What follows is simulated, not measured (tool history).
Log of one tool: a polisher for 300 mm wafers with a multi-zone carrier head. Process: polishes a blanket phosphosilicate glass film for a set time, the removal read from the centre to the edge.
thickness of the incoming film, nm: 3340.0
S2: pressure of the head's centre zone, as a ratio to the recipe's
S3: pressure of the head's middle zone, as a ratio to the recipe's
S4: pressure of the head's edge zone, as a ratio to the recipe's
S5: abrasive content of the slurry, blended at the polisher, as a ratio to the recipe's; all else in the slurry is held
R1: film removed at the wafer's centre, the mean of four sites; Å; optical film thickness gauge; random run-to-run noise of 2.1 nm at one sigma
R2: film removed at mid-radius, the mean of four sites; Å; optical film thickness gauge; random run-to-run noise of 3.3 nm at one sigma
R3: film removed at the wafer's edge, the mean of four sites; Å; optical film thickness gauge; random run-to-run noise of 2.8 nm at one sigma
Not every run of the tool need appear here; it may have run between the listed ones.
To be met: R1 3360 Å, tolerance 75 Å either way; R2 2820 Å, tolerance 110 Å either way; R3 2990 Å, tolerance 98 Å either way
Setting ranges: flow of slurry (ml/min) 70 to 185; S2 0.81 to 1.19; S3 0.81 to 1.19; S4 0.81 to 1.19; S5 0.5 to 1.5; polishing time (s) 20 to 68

Run 1, hour 0: flow of slurry (ml/min) 120, S2 1, S3 1, S4 1, S5 1, polishing time (s) 44. Result: R1 2465.6 Å, R2 2461.5 Å, R3 2706 Å.
Run 2, hour 8.5: flow of slurry (ml/min) 125, S2 1.02, S3 1, S4 1, S5 1, polishing time (s) 44. Result: R1 2579.5 Å, R2 2541.3 Å, R3 2688.4 Å.
Run 3, hour 17.4: flow of slurry (ml/min) 125, S2 1.02, S3 1.05, S4 1, S5 1, polishing time (s) 44. Result: R1 2571.8 Å, R2 2624.5 Å, R3 2722.4 Å.
Run 4, hour 22.4: flow of slurry (ml/min) 125, S2 1.02, S3 0.97, S4 1, S5 1, polishing time (s) 44. Result: R1 2621.5 Å, R2 2529.1 Å, R3 2718 Å.
At hour 25.6: slurry nozzle cleaned.
Run 5, hour 25.6: flow of slurry (ml/min) 150, S2 1.02, S3 0.97, S4 1, S5 1, polishing time (s) 44. Result: R1 3283.9 Å, R2 3031 Å, R3 3105.9 Å.
Run 6, hour 29.2: flow of slurry (ml/min) 150, S2 1.02, S3 1.03, S4 1, S5 1, polishing time (s) 44. Result: R1 3248.4 Å, R2 3097.4 Å, R3 3107.6 Å.
Run 7, hour 31.4: flow of slurry (ml/min) 150, S2 1.02, S3 1.03, S4 1, S5 1, polishing time (s) 44. Result: R1 3270.9 Å, R2 3121.2 Å, R3 3094.6 Å.
Run 8, hour 32.7: flow of slurry (ml/min) 150, S2 1.03, S3 1.01, S4 1, S5 1, polishing time (s) 44. Result: R1 3302.4 Å, R2 3136 Å, R3 3065.8 Å.
Run 9, hour 34: flow of slurry (ml/min) 150, S2 1.03, S3 0.99, S4 1, S5 1, polishing time (s) 44. Result: R1 3292.7 Å, R2 3112.2 Å, R3 3087.8 Å.
Run 10, hour 36.6: flow of slurry (ml/min) 150, S2 1.04, S3 0.97, S4 1, S5 1, polishing time (s) 44. Result: R1 3331 Å, R2 3014.7 Å, R3 3100.3 Å.
Run 11, hour 43: flow of slurry (ml/min) 150, S2 1.04, S3 0.96, S4 1, S5 1, polishing time (s) 44. Result: R1 3309.1 Å, R2 3009.8 Å, R3 3087.4 Å.
Run 12, hour 51.2: flow of slurry (ml/min) 150, S2 1.04, S3 0.95, S4 1, S5 1, polishing time (s) 44. Result: R1 3355.1 Å, R2 2936.6 Å, R3 3090.9 Å.
Run 13, hour 53.7: flow of slurry (ml/min) 150, S2 1.05, S3 0.94, S4 0.98, S5 1, polishing time (s) 44. Result: R1 3340 Å, R2 2948.3 Å, R3 3054.7 Å.

Exactly one of the 5 candidate moves below puts every result within its allowed miss. Which one?
Run A, hour 56.2: flow of slurry (ml/min) 140, S2 1.02, S3 0.99, S4 0.96, S5 1.05, polishing time (s) 44. Result: R1 ?, R2 ?, R3 ?.
Run B, hour 56.2: flow of slurry (ml/min) 125, S2 1.13, S3 0.98, S4 1.05, S5 1, polishing time (s) 43. Result: R1 ?, R2 ?, R3 ?.
Run C, hour 56.2: flow of slurry (ml/min) 135, S2 1, S3 1.04, S4 0.86, S5 1, polishing time (s) 46. Result: R1 ?, R2 ?, R3 ?.
Run D, hour 56.2: flow of slurry (ml/min) 160, S2 1.05, S3 1.02, S4 0.94, S5 1.05, polishing time (s) 42. Result: R1 ?, R2 ?, R3 ?.
Run E, hour 56.2: flow of slurry (ml/min) 145, S2 1.04, S3 1.01, S4 1.01, S5 0.8, polishing time (s) 50. Result: R1 ?, R2 ?, R3 ?.

move      R1      R2      R3
   A  3332.5  3140.1  3080.5
   B    3389  2871.5  2992.3
   C  3283.8  3292.6  2949.2
   D  3375.3  3157.7  2967.7
   E  3191.5  2996.6  2955.3
A: further off than the last run
B: every result lands within tolerance
C: further off than the last run
D: further off than the last run
E: further off than the last run
Correct choice: B, which meets every target
